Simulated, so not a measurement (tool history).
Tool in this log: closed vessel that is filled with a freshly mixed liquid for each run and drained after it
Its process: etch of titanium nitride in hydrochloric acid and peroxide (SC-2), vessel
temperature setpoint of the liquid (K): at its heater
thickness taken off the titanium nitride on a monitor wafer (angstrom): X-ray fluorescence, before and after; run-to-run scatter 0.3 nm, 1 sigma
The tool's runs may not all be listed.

run  hour  temperature setpoint of the liquid (K)  parts of water to one part each of 37 % hydrochloric acid and 30 % peroxide (parts by volume)  time in the liquid (s)  thickness taken off the titanium nitride on a monitor wafer (angstrom)
  1     0                                  333.15                                                                                              5                     870                                                                  637.87
  2   7.8                                  333.15                                                                                              5                     870                                                                  631.91
  3  13.4                                  333.15                                                                                              4                     870                                                                  733.42
  4  17.6                                  329.65                                                                                              4                     870                                                                  592.48
  5  23.9                                  335.15                                                                                              4                     870                                                                  826.13
  6  31.9                                  330.65                                                                                              4                     870                                                                  631.18

For run 7, what comes out?
  7  35.9                                  330.65                                                                                              4                     870                                                                       ?

thickness taken off the titanium nitride on a monitor wafer (angstrom): 631.29
